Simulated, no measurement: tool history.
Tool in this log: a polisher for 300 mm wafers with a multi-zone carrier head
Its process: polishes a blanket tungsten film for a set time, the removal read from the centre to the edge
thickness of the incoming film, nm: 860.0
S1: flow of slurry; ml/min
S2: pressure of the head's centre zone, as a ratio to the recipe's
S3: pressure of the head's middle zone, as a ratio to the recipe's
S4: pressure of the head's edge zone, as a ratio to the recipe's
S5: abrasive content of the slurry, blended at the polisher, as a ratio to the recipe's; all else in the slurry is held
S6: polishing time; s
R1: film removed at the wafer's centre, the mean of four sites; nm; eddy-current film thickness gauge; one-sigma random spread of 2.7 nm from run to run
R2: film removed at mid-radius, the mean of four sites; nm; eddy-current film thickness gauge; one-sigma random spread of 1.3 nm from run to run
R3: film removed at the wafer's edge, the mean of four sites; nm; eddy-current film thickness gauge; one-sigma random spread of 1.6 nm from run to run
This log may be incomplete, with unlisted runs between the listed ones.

run  hour   S1    S2    S3    S4    S5  S6      R1      R2      R3
  1   0.0  175  1.00  1.00  1.00  1.00  87  290.79  286.00  292.90
  2   3.8  175  1.00  1.00  1.00  1.15  87  296.22  295.94  292.98
  3   6.7  175  1.08  1.00  1.00  1.15  87  313.44  295.75  292.98
  4  14.7  175  1.08  0.93  1.00  1.15  87  314.10  276.82  293.50
  5  21.0  160  1.05  0.90  0.97  0.95  80  273.49  234.11  252.42
  6  27.1  160  1.05  0.96  0.97  0.95  80  266.64  248.05  251.80
  7  32.3  150  1.03  0.91  0.98  0.80  75  239.99  212.92  234.44
  8  38.8  140  1.02  0.88  0.97  0.70  73  225.25  195.72  219.60
  9  40.0  110  1.00  0.81  1.02  0.50  69  186.94  158.58  193.90

Expected results for the next run?
 10  41.9  140  1.03  0.82  1.04  0.50  69   ?   ?   ?

Run 10 produced R1 209.58 nm, R2 169.12 nm, R3 204.52 nm.
